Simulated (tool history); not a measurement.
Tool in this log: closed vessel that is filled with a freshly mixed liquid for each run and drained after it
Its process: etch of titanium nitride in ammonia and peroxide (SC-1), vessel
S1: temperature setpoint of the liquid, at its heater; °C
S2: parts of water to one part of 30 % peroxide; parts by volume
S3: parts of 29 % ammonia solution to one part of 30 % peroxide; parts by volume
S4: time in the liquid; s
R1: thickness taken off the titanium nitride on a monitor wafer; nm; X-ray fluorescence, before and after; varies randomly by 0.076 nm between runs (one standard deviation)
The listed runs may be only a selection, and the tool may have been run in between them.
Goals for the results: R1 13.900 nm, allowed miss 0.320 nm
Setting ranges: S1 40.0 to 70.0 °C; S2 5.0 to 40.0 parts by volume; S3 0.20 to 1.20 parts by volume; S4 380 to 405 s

{"run": 1, "day": 0.0, "S1": 56.0, "S2": 22.5, "S3": 0.8, "S4": 380, "R1": 17.692}
{"run": 2, "day": 0.288, "S1": 56.0, "S2": 25.5, "S3": 0.8, "S4": 380, "R1": 16.343}
{"run": 3, "day": 0.612, "S1": 55.5, "S2": 25.5, "S3": 0.8, "S4": 380, "R1": 15.92}
{"run": 4, "day": 0.917, "S1": 55.0, "S2": 25.5, "S3": 0.8, "S4": 380, "R1": 15.362}
{"run": 5, "day": 1.15, "S1": 54.5, "S2": 25.5, "S3": 0.8, "S4": 380, "R1": 14.76}
{"run": 6, "day": 1.238, "S1": 49.5, "S2": 25.5, "S3": 0.8, "S4": 380, "R1": 10.562}
{"run": 7, "day": 1.433, "S1": 50.5, "S2": 25.5, "S3": 0.8, "S4": 380, "R1": 11.283}
{"run": 8, "day": 1.508, "S1": 54.0, "S2": 25.5, "S3": 0.8, "S4": 380, "R1": 14.428}

Which single option among these 4 for the next run brings every result within its allowed miss of target? Just one does.
{"run": "A", "day": 1.583, "S1": 52.0, "S2": 17.5, "S3": 0.65, "S4": 380, "R1": "?"}
{"run": "B", "day": 1.583, "S1": 51.0, "S2": 19.0, "S3": 0.85, "S4": 380, "R1": "?"}
{"run": "C", "day": 1.583, "S1": 51.5, "S2": 16.0, "S3": 0.6, "S4": 380, "R1": "?"}
{"run": "D", "day": 1.583, "S1": 54.5, "S2": 26.0, "S3": 0.6, "S4": 405, "R1": "?"}

move=A R1=15.009
move=B R1=14.045
move=C R1=15.011
move=D R1=14.996
A: moves away from the targets compared with the last run
B: every result lands within tolerance
C: moves away from the targets compared with the last run
D: moves away from the targets compared with the last run
Go with B: it meets all targets.
